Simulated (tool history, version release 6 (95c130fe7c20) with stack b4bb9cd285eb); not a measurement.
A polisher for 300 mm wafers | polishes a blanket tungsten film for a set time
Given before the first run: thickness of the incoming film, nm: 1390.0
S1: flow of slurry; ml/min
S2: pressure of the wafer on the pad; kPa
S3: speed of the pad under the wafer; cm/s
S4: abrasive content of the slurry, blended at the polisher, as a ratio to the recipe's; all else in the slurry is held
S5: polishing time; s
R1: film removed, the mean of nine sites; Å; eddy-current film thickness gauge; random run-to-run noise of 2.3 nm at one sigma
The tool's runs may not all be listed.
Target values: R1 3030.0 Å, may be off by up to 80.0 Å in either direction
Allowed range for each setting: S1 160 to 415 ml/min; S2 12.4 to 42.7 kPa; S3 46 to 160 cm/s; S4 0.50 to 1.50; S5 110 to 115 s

run 1 hour=0.0 | S1=265 S2=27.6 S3=102 S4=1.00 S5=110 | R1=4532.0
run 2 hour=3.1 | S1=265 S2=26.2 S3=102 S4=1.00 S5=110 | R1=4310.1
run 3 hour=11.7 | S1=265 S2=24.8 S3=102 S4=1.00 S5=110 | R1=4126.5
run 4 hour=19.9 | S1=265 S2=19.3 S3=102 S4=1.00 S5=110 | R1=3221.4
run 5 hour=21.4 | S1=265 S2=19.3 S3=122 S4=1.00 S5=110 | R1=3839.6
run 6 hour=22.1 | S1=265 S2=18.6 S3=122 S4=1.00 S5=110 | R1=3671.6
run 7 hour=28.9 | S1=250 S2=13.1 S3=122 S4=1.00 S5=110 | R1=2632.0
run 8 hour=32.9 | S1=260 S2=13.1 S3=122 S4=1.00 S5=110 | R1=2685.5
run 9 hour=39.1 | S1=270 S2=13.1 S3=122 S4=1.00 S5=110 | R1=2636.5
run 10 hour=45.5 | S1=270 S2=14.5 S3=122 S4=1.00 S5=110 | R1=2881.9

Which one of the following 4 next-run settings gets every result inside its allowed miss? There is exactly one.
run A hour=51.9 | S1=300 S2=15.9 S3=116 S4=1.05 S5=115 | R1=?
run B hour=51.9 | S1=305 S2=13.8 S3=128 S4=1.20 S5=115 | R1=?
run C hour=51.9 | S1=300 S2=16.5 S3=118 S4=0.90 S5=110 | R1=?
run D hour=51.9 | S1=350 S2=12.4 S3=142 S4=1.15 S5=110 | R1=?

move=A R1=3249.1
move=B R1=3204.6
move=C R1=3217.7
move=D R1=3082.2
A: moves the result that the last run missed by most past its target, out the other side
B: moves the result that the last run missed by most past its target, out the other side
C: moves the result that the last run missed by most past its target, out the other side
D: each result inside its tolerance
Move D is the one to make.
